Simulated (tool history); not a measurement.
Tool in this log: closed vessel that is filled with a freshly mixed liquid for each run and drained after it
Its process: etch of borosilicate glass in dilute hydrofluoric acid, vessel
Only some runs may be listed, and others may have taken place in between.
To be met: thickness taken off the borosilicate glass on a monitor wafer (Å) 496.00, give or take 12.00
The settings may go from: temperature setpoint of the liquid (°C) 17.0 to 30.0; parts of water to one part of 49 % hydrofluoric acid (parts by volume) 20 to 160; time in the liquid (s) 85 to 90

| run | day | temperature setpoint of the liquid (°C) | parts of water to one part of 49 % hydrofluoric acid (parts by volume) | time in the liquid (s) | thickness taken off the borosilicate glass on a monitor wafer (Å) |
|---|---|---|---|---|---|
| 1 | 0.000 | 22.0 | 90 | 85 | 339.35 |
| 2 | 0.112 | 19.5 | 90 | 85 | 306.12 |
| 3 | 0.242 | 19.5 | 65 | 85 | 436.18 |
| 4 | 0.542 | 17.0 | 65 | 85 | 394.32 |
| 5 | 0.829 | 17.0 | 65 | 85 | 389.96 |
| 6 | 1.129 | 17.0 | 65 | 90 | 415.34 |
| 7 | 1.208 | 18.0 | 65 | 90 | 432.33 |
| 8 | 1.417 | 22.0 | 65 | 90 | 510.54 |

Exactly one of the 4 candidate moves below puts every result within its allowed miss. Which one?
| A | 1.625 | 21.0 | 60 | 90 | ? |
| B | 1.625 | 21.5 | 60 | 85 | ? |
| C | 1.625 | 23.0 | 70 | 90 | ? |
| D | 1.625 | 20.0 | 60 | 90 | ? |

| move | thickness taken off the borosilicate glass on a monitor wafer (Å) |
|---|---|
| A | 532.07 |
| B | 513.11 |
| C | 489.29 |
| D | 510.18 |
A: moves away from the targets compared with the last run
B: moves away from the targets compared with the last run
C: hits every target within its allowed miss
D: as far off as the last run
C is the move that brings every result within its allowed miss.

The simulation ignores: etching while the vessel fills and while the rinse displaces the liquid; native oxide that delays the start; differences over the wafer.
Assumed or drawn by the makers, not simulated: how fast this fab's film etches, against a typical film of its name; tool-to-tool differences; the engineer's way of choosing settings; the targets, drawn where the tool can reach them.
